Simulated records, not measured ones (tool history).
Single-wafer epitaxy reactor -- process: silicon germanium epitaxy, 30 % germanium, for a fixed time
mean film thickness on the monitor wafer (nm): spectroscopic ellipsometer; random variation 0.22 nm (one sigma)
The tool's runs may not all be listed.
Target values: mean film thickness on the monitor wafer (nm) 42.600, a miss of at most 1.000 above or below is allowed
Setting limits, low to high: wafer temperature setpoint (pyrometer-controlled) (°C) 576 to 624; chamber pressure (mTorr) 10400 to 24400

run	day	wafer temperature setpoint (pyrometer-controlled) (°C)	chamber pressure (mTorr)	mean film thickness on the monitor wafer (nm)
1	0.000	600	17400	51.825
2	0.038	604	17400	56.131
3	0.242	599	17300	50.750
4	0.471	596	17200	47.520
5	0.662	596	20200	50.518
6	0.712	596	21400	51.308
7	0.983	593	21300	47.922
8	1.150	586	21100	40.861

Below are 4 possible settings for the next run. Only one of them brings all results inside the allowed miss of their targets. Which is it?
A	1.317	584	21200	?
B	1.317	586	23800	?
C	1.317	592	19300	?
D	1.317	587	24400	?

move	mean film thickness on the monitor wafer (nm)
A	39.317
B	42.780
C	45.256
D	44.109
A: further off than the last run
B: every result lands within tolerance
C: pushes the last run's worst result past its target
D: pushes the last run's worst result past its target
B meets every target.
